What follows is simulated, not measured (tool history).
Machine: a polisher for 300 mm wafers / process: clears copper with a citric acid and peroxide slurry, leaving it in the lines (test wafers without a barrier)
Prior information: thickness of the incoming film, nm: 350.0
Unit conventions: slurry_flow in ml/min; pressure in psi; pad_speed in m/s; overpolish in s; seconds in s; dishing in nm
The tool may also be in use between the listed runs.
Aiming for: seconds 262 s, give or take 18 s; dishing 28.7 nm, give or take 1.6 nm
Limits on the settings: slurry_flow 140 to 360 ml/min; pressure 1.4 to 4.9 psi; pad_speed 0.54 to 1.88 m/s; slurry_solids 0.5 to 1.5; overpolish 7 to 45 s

run	hour	slurry_flow	pressure	pad_speed	slurry_solids	overpolish	seconds	dishing
1	0	230	3.1	1.2	1	23	157.21	34.786
2	0.6	230	2.8	1.18	1	24	174.9	31.964
3	1.3	230	2.8	1.18	0.8	24	186.62	29.938
4	5.9	230	2.8	1.36	0.8	24	160.07	34.907
5	9.4	230	2.5	1.36	0.8	24	188.05	31.609
6	17.8	230	2.5	1.36	0.8	16	182.05	21.624
7	24.2	230	2.3	1.36	0.8	19	200.21	23.983
8	28.2	230	2.1	1.38	0.8	21	216.06	24.751
9	33.7	230	2	1.4	0.8	22	226.1	24.592
# hour 35.3: slurry nozzle cleaned
10	35.3	230	1.9	1.4	0.8	23	221.6	25.244
11	43.4	230	1.8	1.4	0.8	25	231.82	26.622
12	51.4	230	1.7	1.4	0.8	26	246.73	26.285
13	52.6	230	1.7	1.4	0.8	27	252.16	26.639

Exercise: of the 5 proposed moves below, exactly one satisfies all targets within the stated allowed misses. Which move is it?
A	53.8	225	1.5	1.36	0.85	28	?	?
B	53.8	265	1.8	0.96	1.05	40	?	?
C	53.8	165	1.7	1.4	0.75	38	?	?
D	53.8	200	1.6	1.38	0.9	31	?	?
E	53.8	300	1.7	0.96	1.1	42	?	?

move	seconds	dishing
A	279.1	24.413
B	301.06	31.278
C	263.43	33.293
D	258.57	28.489
E	309.46	31.745
A: moves away from the targets compared with the last run
B: pushes the last run's worst result past its target
C: pushes the last run's worst result past its target
D: each result inside its tolerance
E: pushes the last run's worst result past its target
Answer: D

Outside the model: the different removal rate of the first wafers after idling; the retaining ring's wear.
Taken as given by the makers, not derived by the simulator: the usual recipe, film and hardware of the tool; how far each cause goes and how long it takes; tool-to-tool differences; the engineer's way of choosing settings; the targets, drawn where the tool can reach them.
